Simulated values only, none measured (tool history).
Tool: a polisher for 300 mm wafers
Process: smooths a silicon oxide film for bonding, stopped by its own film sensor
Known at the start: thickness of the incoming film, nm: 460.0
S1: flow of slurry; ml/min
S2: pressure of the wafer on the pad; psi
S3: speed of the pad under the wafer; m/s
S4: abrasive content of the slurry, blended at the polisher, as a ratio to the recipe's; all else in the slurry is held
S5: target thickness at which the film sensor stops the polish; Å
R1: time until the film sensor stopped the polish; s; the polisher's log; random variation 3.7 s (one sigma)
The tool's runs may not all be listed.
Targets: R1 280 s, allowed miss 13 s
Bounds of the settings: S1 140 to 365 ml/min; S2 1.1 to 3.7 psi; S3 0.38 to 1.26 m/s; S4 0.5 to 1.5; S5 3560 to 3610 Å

{"run": 1, "hour": 0.0, "S1": 235, "S2": 2.4, "S3": 0.82, "S4": 1, "S5": 3610, "R1": 121.92}
{"run": 2, "hour": 4.6, "S1": 235, "S2": 2.2, "S3": 0.82, "S4": 1, "S5": 3610, "R1": 130.5}
{"run": 3, "hour": 9.2, "S1": 235, "S2": 2.1, "S3": 0.78, "S4": 1, "S5": 3610, "R1": 143.62}
{"run": 4, "hour": 15.0, "S1": 235, "S2": 2, "S3": 0.76, "S4": 1, "S5": 3610, "R1": 151.1}
{"run": 5, "hour": 23.8, "S1": 235, "S2": 2, "S3": 0.76, "S4": 0.8, "S5": 3610, "R1": 159.75}
{"run": 6, "hour": 32.5, "S1": 235, "S2": 1.9, "S3": 0.74, "S4": 0.8, "S5": 3610, "R1": 169.91}
{"run": 7, "hour": 34.9, "S1": 235, "S2": 1.9, "S3": 0.74, "S4": 0.8, "S5": 3610, "R1": 172.27}
{"run": 8, "hour": 43.4, "S1": 235, "S2": 1.8, "S3": 0.72, "S4": 0.8, "S5": 3610, "R1": 182.9}
{"run": 9, "hour": 44.4, "S1": 235, "S2": 1.7, "S3": 0.7, "S4": 0.8, "S5": 3610, "R1": 200.62}
{"run": 10, "hour": 45.4, "S1": 235, "S2": 1.6, "S3": 0.7, "S4": 0.8, "S5": 3610, "R1": 209.23}
{"run": 11, "hour": 49.2, "S1": 235, "S2": 1.5, "S3": 0.7, "S4": 0.8, "S5": 3610, "R1": 220.9}
{"run": 12, "hour": 51.0, "S1": 235, "S2": 1.3, "S3": 0.68, "S4": 0.8, "S5": 3610, "R1": 252.79}

Which of these 4 next moves meets every target?
{"run": "A", "hour": 52.8, "S1": 225, "S2": 1.5, "S3": 0.74, "S4": 0.7, "S5": 3610, "R1": "?"}
{"run": "B", "hour": 52.8, "S1": 295, "S2": 1.4, "S3": 0.68, "S4": 0.75, "S5": 3600, "R1": "?"}
{"run": "C", "hour": 52.8, "S1": 225, "S2": 1.1, "S3": 0.74, "S4": 0.75, "S5": 3610, "R1": "?"}
{"run": "D", "hour": 52.8, "S1": 215, "S2": 1.2, "S3": 0.78, "S4": 0.9, "S5": 3610, "R1": "?"}

move=A R1=219.5
move=B R1=238.5
move=C R1=278.49
move=D R1=238.13
A: further off than the last run
B: further off than the last run
C: meets every target
D: further off than the last run
The right move is C.
